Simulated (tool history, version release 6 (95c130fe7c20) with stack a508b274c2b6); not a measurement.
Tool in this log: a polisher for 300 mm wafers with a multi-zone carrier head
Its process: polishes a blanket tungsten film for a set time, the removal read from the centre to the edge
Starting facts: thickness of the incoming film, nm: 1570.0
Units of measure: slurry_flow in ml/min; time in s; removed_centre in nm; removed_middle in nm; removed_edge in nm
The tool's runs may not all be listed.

run  hour  slurry_flow  centre_zone  middle_zone  edge_zone  slurry_solids  time  removed_centre  removed_middle  removed_edge
  1     0          280            1            1          1              1    88          396.53          394.88        404.96
  2   1.7          280            1            1       0.96              1    88          405.31          396.93        396.33
  3   6.8          280         1.06            1       0.96              1    88          413.41          403.58        401.26
  4  12.7          325         1.06            1       0.96              1    88          425.35          408.07         403.4
  5  18.8          325         1.06            1       0.96              1   104          502.42          478.28        474.83
  6  19.9          325         1.07         0.99       0.97           1.05   104          513.06          476.49        480.64
  7  24.4          325         1.07         0.99       0.97           1.05   104          526.55          473.05        477.38
  8  26.6          320         1.07         0.99       0.99           1.05   105          523.59          480.85        487.02
  9  30.8          320         1.07         0.99          1            1.1   105          531.67          488.86        494.61
 10  31.6          320         1.07         0.98       1.01            1.1   105          530.23          479.63        495.75
 11    39          320         1.07         0.98       1.02           1.15   105          526.51           485.2        509.69

Predict the results of run 12:
 12  40.9          320         1.08         0.98       1.03           1.15   105               ?               ?             ?

{"run 12": {"removed_centre": 531.93, "removed_middle": 477.51, "removed_edge": 509.48}}
